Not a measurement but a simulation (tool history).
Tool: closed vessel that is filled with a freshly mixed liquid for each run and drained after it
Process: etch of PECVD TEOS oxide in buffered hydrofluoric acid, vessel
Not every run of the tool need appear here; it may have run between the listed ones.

| run | hour | temperature setpoint of the liquid (C) | parts of 40 % ammonium fluoride to one part of 49 % hydrofluoric acid (parts by volume) | time in the liquid (s) | thickness taken off the PECVD TEOS oxide on a monitor wafer (Å) |
|---|---|---|---|---|---|
| 1 | 0.0 | 22.0 | 8 | 90 | 4089.2 |
| 2 | 2.9 | 20.5 | 8 | 90 | 3706.1 |
| 3 | 8.0 | 20.5 | 9 | 90 | 3289.4 |
| 4 | 16.7 | 18.5 | 9 | 90 | 2934.8 |
| 5 | 23.9 | 18.5 | 9 | 95 | 3062.3 |
| 6 | 26.0 | 18.5 | 8 | 95 | 3494.8 |
| 7 | 28.2 | 20.0 | 8 | 95 | 3840.0 |

Estimate the outcome of run 8 from the log above:
| 8 | 37.1 | 21.0 | 8 | 95 | ? |

{"run 8": {"thickness taken off the PECVD TEOS oxide on a monitor wafer (Å)": 4030.2}}
